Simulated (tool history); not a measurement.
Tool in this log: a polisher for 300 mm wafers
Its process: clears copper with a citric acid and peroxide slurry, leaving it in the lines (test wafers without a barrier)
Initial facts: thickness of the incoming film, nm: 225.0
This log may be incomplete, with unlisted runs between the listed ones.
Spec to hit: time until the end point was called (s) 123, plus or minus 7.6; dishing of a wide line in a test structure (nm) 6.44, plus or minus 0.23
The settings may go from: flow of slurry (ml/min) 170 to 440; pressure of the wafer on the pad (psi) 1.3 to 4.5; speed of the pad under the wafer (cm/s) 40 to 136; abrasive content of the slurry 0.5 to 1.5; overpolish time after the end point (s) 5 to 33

run	hour	flow of slurry (ml/min)	pressure of the wafer on the pad (psi)	speed of the pad under the wafer (cm/s)	abrasive content of the slurry	overpolish time after the end point (s)	time until the end point was called (s)	dishing of a wide line in a test structure (nm)
1	0	280	2.9	88	1	17	109.81	22.008
2	7.1	275	2.7	82	0.95	13	127.23	15.332
3	12.7	240	2.5	82	0.8	10	143.11	10.948
4	20.2	240	3.1	82	0.8	10	119.2	13.015
5	23.6	220	2.8	86	0.7	8	128.82	9.8063
6	29.4	180	2.8	86	0.7	8	134.07	9.4572
7	36.4	175	2.4	100	0.65	7	134.09	8.0102
8	37.2	175	2.3	108	0.6	6	133.39	7.1996
# hour 38.5: slurry nozzle cleaned
9	38.5	175	2.2	114	0.55	6	123.78	7.9471
10	42.3	205	2.4	108	0.8	5	107.96	7.3276
11	46.2	210	1.9	108	0.85	5	129.11	6.164
12	47.9	215	1.9	108	0.85	5	128.92	6.1477
13	49.4	220	1.9	108	0.85	5	127.15	6.1463
14	54.1	230	1.9	108	0.85	5	131	6.1997

Pick the move, out of 4, that brings all results within their allowed miss; only one does.
A	58.8	250	1.8	100	0.8	6	?	?
B	58.8	255	1.9	110	0.9	5	?	?
C	58.8	210	1.7	114	0.95	5	?	?
D	58.8	225	1.9	100	0.8	5	?	?

move	time until the end point was called (s)	dishing of a wide line in a test structure (nm)
A	145.76	6.56
B	124.59	6.4044
C	134.63	5.9376
D	141.08	5.6814
A: further off than the last run
B: in spec on every target
C: further off than the last run
D: further off than the last run
So the answer is move B, the one that meets all the targets.
